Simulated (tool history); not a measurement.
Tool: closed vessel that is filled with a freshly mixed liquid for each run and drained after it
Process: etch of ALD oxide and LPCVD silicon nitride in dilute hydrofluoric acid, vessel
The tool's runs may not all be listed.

run    day  temperature setpoint of the liquid (K)  parts of water to one part of 49 % hydrofluoric acid (parts by volume)  time in the liquid (s)  thickness taken off the ALD oxide on a monitor wafer (nm)  thickness taken off the LPCVD silicon nitride on a monitor wafer (nm)
  1  0.000                                  298.15                                                                      90                     130                                                     27.863                                                                0.67368
  2  0.283                                  295.15                                                                      90                     130                                                     24.779                                                                0.59922
  3  0.621                                  298.15                                                                      90                     130                                                     28.107                                                                0.73365
  4  0.729                                  301.15                                                                      90                     130                                                     31.631                                                                0.86290
  5  0.954                                  301.15                                                                      95                     130                                                     29.384                                                                0.80012
  6  1.229                                  301.15                                                                      95                     155                                                     35.433                                                                0.99487

The next listed run, before its measurement:
  7  1.517                                  300.65                                                                     100                     155                                                          ?                                                                      ?

thickness taken off the ALD oxide on a monitor wafer (nm): 32.627
thickness taken off the LPCVD silicon nitride on a monitor wafer (nm): 0.88325
